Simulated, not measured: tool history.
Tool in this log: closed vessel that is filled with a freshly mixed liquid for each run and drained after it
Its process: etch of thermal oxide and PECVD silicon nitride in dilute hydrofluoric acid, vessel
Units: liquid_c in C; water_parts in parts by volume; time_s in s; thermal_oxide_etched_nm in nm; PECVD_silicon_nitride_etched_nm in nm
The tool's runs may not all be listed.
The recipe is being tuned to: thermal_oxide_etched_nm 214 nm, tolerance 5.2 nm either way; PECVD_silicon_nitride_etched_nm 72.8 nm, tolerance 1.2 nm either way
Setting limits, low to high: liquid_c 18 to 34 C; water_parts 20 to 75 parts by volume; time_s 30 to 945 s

| run | hour | liquid_c | water_parts | time_s | thermal_oxide_etched_nm | PECVD_silicon_nitride_etched_nm |
|---|---|---|---|---|---|---|
| 1 | 0 | 26 | 45 | 480 | 64.558 | 24.76 |
| 2 | 1.1 | 28 | 45 | 480 | 69.824 | 28.407 |
| 3 | 5.7 | 28 | 45 | 360 | 53.408 | 21.122 |
| 4 | 12.8 | 28 | 35 | 360 | 67.763 | 27.1 |
| 5 | 21.2 | 31.5 | 35 | 360 | 79.391 | 34.114 |
| 6 | 24.4 | 31.5 | 25 | 360 | 111.24 | 47.08 |
| 7 | 27.4 | 30 | 25 | 445 | 132.64 | 52.758 |
|  | 30.5 | hydrofluoric acid flow meter replaced |
| 8 | 30.5 | 29 | 25 | 490 | 126.09 | 50.666 |
| 9 | 39.4 | 28.5 | 25 | 545 | 138.18 | 54.243 |

Exercise: of the 4 proposed moves below, exactly one satisfies all targets within the stated allowed misses. Which move is it?
| A | 48.3 | 23.5 | 20 | 830 | ? | ? |
| B | 48.3 | 25.5 | 20 | 750 | ? | ? |
| C | 48.3 | 26 | 20 | 700 | ? | ? |
| D | 48.3 | 27.5 | 20 | 650 | ? | ? |

| move | thermal_oxide_etched_nm | PECVD_silicon_nitride_etched_nm |
|---|---|---|
| A | 212.25 | 73.585 |
| B | 208.63 | 76.221 |
| C | 198.83 | 73.589 |
| D | 196.46 | 75.581 |
A: meets every target
B: takes the biggest miss from the last run beyond its target
C: meets the target for the result that was furthest off, but another lies outside its allowed miss
D: takes the biggest miss from the last run beyond its target
A meets every target.

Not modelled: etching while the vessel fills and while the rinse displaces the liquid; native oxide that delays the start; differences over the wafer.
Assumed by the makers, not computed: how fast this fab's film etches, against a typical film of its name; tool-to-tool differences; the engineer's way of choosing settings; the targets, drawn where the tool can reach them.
